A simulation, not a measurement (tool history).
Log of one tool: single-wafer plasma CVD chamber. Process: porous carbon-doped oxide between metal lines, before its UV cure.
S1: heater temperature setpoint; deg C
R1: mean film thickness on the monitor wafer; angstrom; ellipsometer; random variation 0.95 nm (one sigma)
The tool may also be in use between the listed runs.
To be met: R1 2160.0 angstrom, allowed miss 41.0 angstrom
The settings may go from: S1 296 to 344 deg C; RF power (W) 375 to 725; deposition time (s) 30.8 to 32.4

run 1 hour=0.0 | S1=320 RF_power_(W)=550 deposition_time_(s)=32.4 | R1=1696.1
run 2 hour=2.2 | S1=314 RF_power_(W)=550 deposition_time_(s)=32.4 | R1=1758.0
run 3 hour=10.8 | S1=310 RF_power_(W)=575 deposition_time_(s)=32.4 | R1=1884.0
run 4 hour=19.6 | S1=307 RF_power_(W)=585 deposition_time_(s)=32.4 | R1=1942.4
run 5 hour=21.4 | S1=304 RF_power_(W)=595 deposition_time_(s)=32.4 | R1=2003.0
run 6 hour=23.6 | S1=312 RF_power_(W)=595 deposition_time_(s)=32.4 | R1=1923.1
run 7 hour=32.6 | S1=308 RF_power_(W)=600 deposition_time_(s)=32.4 | R1=1960.0
run 8 hour=40.7 | S1=308 RF_power_(W)=600 deposition_time_(s)=32.4 | R1=1981.6
run 9 hour=46.1 | S1=305 RF_power_(W)=605 deposition_time_(s)=32.4 | R1=2034.1
run 10 hour=47.5 | S1=303 RF_power_(W)=605 deposition_time_(s)=32.4 | R1=2050.9
run 11 hour=49.0 | S1=301 RF_power_(W)=610 deposition_time_(s)=32.4 | R1=2076.2
run 12 hour=54.9 | S1=296 RF_power_(W)=630 deposition_time_(s)=32.4 | R1=2246.9

Which of these 5 next moves meets every target?
run A hour=60.8 | S1=296 RF_power_(W)=640 deposition_time_(s)=32.4 | R1=?
run B hour=60.8 | S1=296 RF_power_(W)=675 deposition_time_(s)=32.4 | R1=?
run C hour=60.8 | S1=297 RF_power_(W)=690 deposition_time_(s)=31.4 | R1=?
run D hour=60.8 | S1=297 RF_power_(W)=615 deposition_time_(s)=32.4 | R1=?
run E hour=60.8 | S1=296 RF_power_(W)=680 deposition_time_(s)=32.4 | R1=?

move=A R1=2267.3
move=B R1=2375.7
move=C R1=2333.1
move=D R1=2173.2
move=E R1=2391.0
A: further off than the last run
B: further off than the last run
C: further off than the last run
D: meets every target
E: further off than the last run
Answer: D
